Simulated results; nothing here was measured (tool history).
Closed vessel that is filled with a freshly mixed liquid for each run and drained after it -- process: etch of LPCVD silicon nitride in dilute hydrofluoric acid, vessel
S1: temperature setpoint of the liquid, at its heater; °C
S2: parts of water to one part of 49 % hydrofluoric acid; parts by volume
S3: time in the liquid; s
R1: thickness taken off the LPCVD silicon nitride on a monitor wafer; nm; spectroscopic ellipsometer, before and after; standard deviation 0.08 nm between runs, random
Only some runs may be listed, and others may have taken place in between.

| run | hour | S1 | S2 | S3 | R1 |
|---|---|---|---|---|---|
| 1 | 0 | 24 | 45 | 2775 | 31.503 |
| 2 | 3.2 | 26.5 | 45 | 2775 | 37.2 |
| 3 | 5.1 | 23.5 | 45 | 2775 | 30.224 |
| 4 | 8.6 | 26.5 | 45 | 2775 | 37.326 |
| 5 | 18.4 | 24 | 45 | 2775 | 31.287 |
| 6 | 26.2 | 22 | 45 | 2775 | 27.458 |

Expected results for the next run?
| 7 | 34.1 | 20.5 | 45 | 2775 | ? |

{"run 7": {"R1": 24.574}}
